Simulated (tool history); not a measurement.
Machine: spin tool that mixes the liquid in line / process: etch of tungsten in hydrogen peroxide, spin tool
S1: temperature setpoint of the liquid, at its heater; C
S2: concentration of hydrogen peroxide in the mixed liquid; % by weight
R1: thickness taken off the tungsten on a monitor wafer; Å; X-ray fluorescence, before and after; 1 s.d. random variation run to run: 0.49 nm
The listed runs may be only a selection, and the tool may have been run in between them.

Run 1, hour 0: S1 50 C, S2 24.5 % by weight, time under the liquid (s) 15. Result: R1 369.9 Å.
Run 2, hour 1.2: S1 50 C, S2 22.5 % by weight, time under the liquid (s) 15. Result: R1 351 Å.
Run 3, hour 6.1: S1 54 C, S2 22.5 % by weight, time under the liquid (s) 15. Result: R1 449.12 Å.
Run 4, hour 7.7: S1 54 C, S2 27.5 % by weight, time under the liquid (s) 15. Result: R1 495.35 Å.
Run 5, hour 8.7: S1 56 C, S2 27.5 % by weight, time under the liquid (s) 15. Result: R1 558.25 Å.
Run 6, hour 14: S1 57.5 C, S2 27.5 % by weight, time under the liquid (s) 15. Result: R1 607.33 Å.
Run 7, hour 19.7: S1 58.5 C, S2 27.5 % by weight, time under the liquid (s) 15. Result: R1 650.68 Å.

Run 8, settings as shown, results not yet in. Your forecast:
Run 8, hour 27.8: S1 59 C, S2 27.5 % by weight, time under the liquid (s) 15. Result: R1 ?.

{"run 8": {"R1": 665.53}}

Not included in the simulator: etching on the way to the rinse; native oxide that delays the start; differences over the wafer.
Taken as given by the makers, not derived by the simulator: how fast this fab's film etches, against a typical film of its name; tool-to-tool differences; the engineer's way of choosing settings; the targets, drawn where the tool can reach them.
